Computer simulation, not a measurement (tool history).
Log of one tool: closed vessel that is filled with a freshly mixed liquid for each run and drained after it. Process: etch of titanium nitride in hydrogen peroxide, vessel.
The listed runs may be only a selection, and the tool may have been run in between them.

| run | hour | temperature setpoint of the liquid (K) | concentration of hydrogen peroxide in the mixed liquid (% by weight) | time in the liquid (s) | thickness taken off the titanium nitride on a monitor wafer (Å) |
|---|---|---|---|---|---|
| 1 | 0.0 | 325.15 | 22.5 | 195 | 86.265 |
| 2 | 6.6 | 327.65 | 22.5 | 195 | 104.410 |
| 3 | 10.4 | 332.65 | 22.5 | 195 | 148.880 |
| 4 | 19.3 | 339.15 | 22.5 | 195 | 227.210 |
| 5 | 20.7 | 337.15 | 22.5 | 195 | 199.590 |
| 6 | 27.1 | 335.65 | 22.5 | 195 | 180.400 |
| 7 | 35.9 | 334.65 | 22.5 | 195 | 168.850 |

Run 8 comes next. What will it give?
| 8 | 39.8 | 333.65 | 22.5 | 195 | ? |

Run 8 yielded thickness taken off the titanium nitride on a monitor wafer (Å) 158.800.

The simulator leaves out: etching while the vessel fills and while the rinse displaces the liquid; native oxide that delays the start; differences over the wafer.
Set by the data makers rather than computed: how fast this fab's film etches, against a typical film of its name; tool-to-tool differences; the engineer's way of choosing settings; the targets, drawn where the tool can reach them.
